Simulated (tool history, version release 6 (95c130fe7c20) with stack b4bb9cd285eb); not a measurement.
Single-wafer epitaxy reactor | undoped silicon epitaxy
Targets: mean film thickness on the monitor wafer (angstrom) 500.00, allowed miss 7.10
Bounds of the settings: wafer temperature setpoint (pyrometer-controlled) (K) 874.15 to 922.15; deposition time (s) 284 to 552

run,hour,wafer temperature setpoint (pyrometer-controlled) (K),deposition time (s),mean film thickness on the monitor wafer (angstrom)
1,0.0,898.15,418,332.86
2,1.8,894.15,418,298.79
3,5.7,894.15,446,318.66
4,6.5,896.15,446,336.53
5,9.5,904.15,446,414.33
6,12.2,904.15,388,362.00
7,17.7,905.15,388,370.79
# hour 22.0: pyrometer calibrated
8,22.0,917.15,389,542.45
9,30.8,915.15,389,517.56

4 next moves are on the table. One of them brings every result within its allowed miss. Which?
A,39.6,913.15,397,?
B,39.6,913.15,377,?
C,39.6,907.15,444,?
D,39.6,915.15,388,?

move,mean film thickness on the monitor wafer (angstrom)
A,502.66
B,477.34
C,482.53
D,516.67
A: meets every target
B: takes the result that was furthest off past its target
C: takes the result that was furthest off past its target
D: nearer than the last run, and not there yet
Move A is the one to make.

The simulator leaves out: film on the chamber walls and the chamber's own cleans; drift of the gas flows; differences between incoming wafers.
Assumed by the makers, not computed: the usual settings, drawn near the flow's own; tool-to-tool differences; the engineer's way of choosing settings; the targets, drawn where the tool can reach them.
